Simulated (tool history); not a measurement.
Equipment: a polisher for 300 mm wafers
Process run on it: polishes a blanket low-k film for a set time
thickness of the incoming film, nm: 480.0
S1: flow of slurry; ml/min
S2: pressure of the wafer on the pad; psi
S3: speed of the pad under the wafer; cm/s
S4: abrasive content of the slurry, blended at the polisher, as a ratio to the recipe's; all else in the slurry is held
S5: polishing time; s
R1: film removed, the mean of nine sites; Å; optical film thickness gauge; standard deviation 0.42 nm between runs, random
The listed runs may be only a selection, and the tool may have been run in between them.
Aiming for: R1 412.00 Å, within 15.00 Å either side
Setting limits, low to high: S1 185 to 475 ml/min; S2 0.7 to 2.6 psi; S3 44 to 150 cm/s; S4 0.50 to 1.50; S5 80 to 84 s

run	hour	S1	S2	S3	S4	S5	R1
1	0.0	305	1.6	96	1.00	80	252.19
2	5.9	305	1.7	96	1.00	80	258.11
3	10.9	305	1.9	96	1.00	80	284.57
4	15.4	305	1.6	96	1.00	80	253.73
5	17.3	305	1.6	96	1.20	80	270.17
6	21.3	305	1.6	96	1.05	80	257.55
7	22.7	305	1.6	96	1.05	80	248.76
8	29.3	305	1.8	96	1.05	80	273.92
9	35.3	305	1.9	98	1.05	80	298.22
10	40.0	305	2.0	98	1.05	80	306.48
11	42.2	305	2.1	98	1.05	80	324.74
12	45.5	305	2.2	98	1.05	80	335.91
13	47.8	305	2.3	98	1.05	80	348.79
14	48.9	305	2.4	98	1.05	80	361.91
15	54.6	305	2.5	102	1.05	80	389.01

Exercise: of the 5 proposed moves below, exactly one satisfies all targets within the stated allowed misses. Which move is it?
A	60.3	295	2.4	128	0.90	83	?
B	60.3	350	2.6	96	0.95	80	?
C	60.3	410	2.2	104	1.15	81	?
D	60.3	235	2.3	104	1.15	83	?
E	60.3	375	2.5	88	1.05	81	?

move	R1
A	406.95
B	372.49
C	371.24
D	374.34
E	364.35
A: hits every target within its allowed miss
B: further off than the last run
C: further off than the last run
D: further off than the last run
E: further off than the last run
A meets every target.
